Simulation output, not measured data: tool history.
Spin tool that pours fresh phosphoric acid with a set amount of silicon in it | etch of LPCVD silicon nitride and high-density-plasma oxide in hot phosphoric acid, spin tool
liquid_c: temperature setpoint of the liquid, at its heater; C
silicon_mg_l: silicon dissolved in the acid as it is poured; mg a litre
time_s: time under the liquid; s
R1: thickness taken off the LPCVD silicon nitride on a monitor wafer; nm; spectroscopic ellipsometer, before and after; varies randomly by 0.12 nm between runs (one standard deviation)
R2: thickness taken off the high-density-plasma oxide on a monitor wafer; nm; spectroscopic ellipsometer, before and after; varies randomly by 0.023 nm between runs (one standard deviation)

{"run": 1, "day": 0.0, "liquid_c": 162.0, "silicon_mg_l": 12.0, "time_s": 180, "R1": 16.419, "R2": 0.94955}
{"run": 2, "day": 0.225, "liquid_c": 162.0, "silicon_mg_l": 9.0, "time_s": 170, "R1": 15.692, "R2": 1.0197}
{"run": 3, "day": 0.346, "liquid_c": 162.0, "silicon_mg_l": 7.0, "time_s": 165, "R1": 15.351, "R2": 1.0107}
{"run": 4, "day": 0.408, "liquid_c": 162.0, "silicon_mg_l": 5.0, "time_s": 155, "R1": 14.265, "R2": 0.96346}
{"run": 5, "day": 0.617, "liquid_c": 162.0, "silicon_mg_l": 9.0, "time_s": 155, "R1": 14.337, "R2": 0.90752}
{"run": 6, "day": 0.812, "liquid_c": 162.0, "silicon_mg_l": 9.0, "time_s": 80, "R1": 7.3284, "R2": 0.46127}

Run 7 has not been measured yet. What should we expect?
{"run": 7, "day": 0.971, "liquid_c": 162.5, "silicon_mg_l": 7.5, "time_s": 95, "R1": "?", "R2": "?"}

{"run 7": {"R1": 8.8083, "R2": 0.58681}}
